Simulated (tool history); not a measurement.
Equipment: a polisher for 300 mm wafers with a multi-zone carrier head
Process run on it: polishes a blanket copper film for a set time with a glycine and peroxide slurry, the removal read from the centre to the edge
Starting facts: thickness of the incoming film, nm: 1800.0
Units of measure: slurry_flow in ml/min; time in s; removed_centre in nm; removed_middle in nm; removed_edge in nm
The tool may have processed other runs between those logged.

run	hour	slurry_flow	centre_zone	middle_zone	edge_zone	time	removed_centre	removed_middle	removed_edge
1	0	235	1	1	1	89	612.9	599.6	563.77
2	3.1	240	1	1.02	1.03	91	611.15	638.71	591.65
3	4.6	240	1	1.02	1.03	76	527.07	542.09	494.91
4	11.3	240	0.94	1.02	1.03	76	491.32	540.39	500.13
5	14.8	245	0.97	1.03	1.05	81	537.75	571.33	545.18
6	19	255	1	1.06	1.07	83	560.14	600.12	550.01

Expected results for the next run?
7	27.4	255	1.01	1.07	1.08	87	?	?	?

removed_centre: 607.89 nm
removed_middle: 642.69 nm
removed_edge: 583.99 nm
